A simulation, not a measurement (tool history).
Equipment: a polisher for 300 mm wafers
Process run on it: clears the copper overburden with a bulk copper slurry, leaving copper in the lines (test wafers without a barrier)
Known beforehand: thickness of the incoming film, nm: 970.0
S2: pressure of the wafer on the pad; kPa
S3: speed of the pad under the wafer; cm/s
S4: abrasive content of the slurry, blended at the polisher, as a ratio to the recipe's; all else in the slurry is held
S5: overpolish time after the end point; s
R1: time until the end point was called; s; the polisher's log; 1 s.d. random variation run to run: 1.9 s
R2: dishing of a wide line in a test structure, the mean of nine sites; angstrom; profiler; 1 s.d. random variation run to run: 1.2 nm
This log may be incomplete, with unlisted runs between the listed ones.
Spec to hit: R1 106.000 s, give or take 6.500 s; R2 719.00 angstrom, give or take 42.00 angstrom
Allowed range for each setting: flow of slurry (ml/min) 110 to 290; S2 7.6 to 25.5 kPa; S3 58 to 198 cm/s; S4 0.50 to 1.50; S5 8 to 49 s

Run 1, hour 0.0: flow of slurry (ml/min) 185, S2 16.5 kPa, S3 128 cm/s, S4 1.00, S5 25 s. Result: R1 92.974 s, R2 1006.50 angstrom.
Run 2, hour 1.5: flow of slurry (ml/min) 185, S2 16.5 kPa, S3 128 cm/s, S4 0.90, S5 25 s. Result: R1 91.560 s, R2 973.73 angstrom.
Run 3, hour 8.2: flow of slurry (ml/min) 185, S2 15.9 kPa, S3 128 cm/s, S4 0.90, S5 23 s. Result: R1 98.193 s, R2 937.94 angstrom.
Run 4, hour 12.6: flow of slurry (ml/min) 185, S2 15.9 kPa, S3 130 cm/s, S4 0.85, S5 20 s. Result: R1 97.900 s, R2 851.22 angstrom.
Run 5, hour 17.4: flow of slurry (ml/min) 185, S2 15.9 kPa, S3 114 cm/s, S4 0.85, S5 20 s. Result: R1 106.390 s, R2 846.63 angstrom.
Run 6, hour 19.8: flow of slurry (ml/min) 185, S2 12.4 kPa, S3 114 cm/s, S4 0.85, S5 20 s. Result: R1 132.930 s, R2 743.08 angstrom.
Run 7, hour 28.0: flow of slurry (ml/min) 185, S2 13.1 kPa, S3 116 cm/s, S4 0.85, S5 18 s. Result: R1 121.900 s, R2 709.38 angstrom.
Run 8, hour 32.4: flow of slurry (ml/min) 185, S2 13.1 kPa, S3 118 cm/s, S4 0.85, S5 17 s. Result: R1 118.990 s, R2 700.71 angstrom.

Which single option among these 5 for the next run brings every result within its allowed miss of target? Just one does.
Run A, hour 36.8: flow of slurry (ml/min) 180, S2 11.0 kPa, S3 102 cm/s, S4 0.85, S5 25 s. Result: R1 ?, R2 ?.
Run B, hour 36.8: flow of slurry (ml/min) 135, S2 15.9 kPa, S3 124 cm/s, S4 0.90, S5 14 s. Result: R1 ?, R2 ?.
Run C, hour 36.8: flow of slurry (ml/min) 185, S2 11.0 kPa, S3 108 cm/s, S4 0.75, S5 21 s. Result: R1 ?, R2 ?.
Run D, hour 36.8: flow of slurry (ml/min) 175, S2 8.3 kPa, S3 142 cm/s, S4 1.10, S5 19 s. Result: R1 ?, R2 ?.
Run E, hour 36.8: flow of slurry (ml/min) 195, S2 14.5 kPa, S3 96 cm/s, S4 0.70, S5 17 s. Result: R1 ?, R2 ?.

move       R1      R2
   A  152.860  730.10
   B  104.610  693.66
   C  151.290  671.60
   D  133.630  650.59
   E  138.240  651.04
A: its largest miss is bigger than the last run's
B: hits every target within its allowed miss
C: its largest miss is bigger than the last run's
D: its largest miss is bigger than the last run's
E: its largest miss is bigger than the last run's
Move B is the one to make.
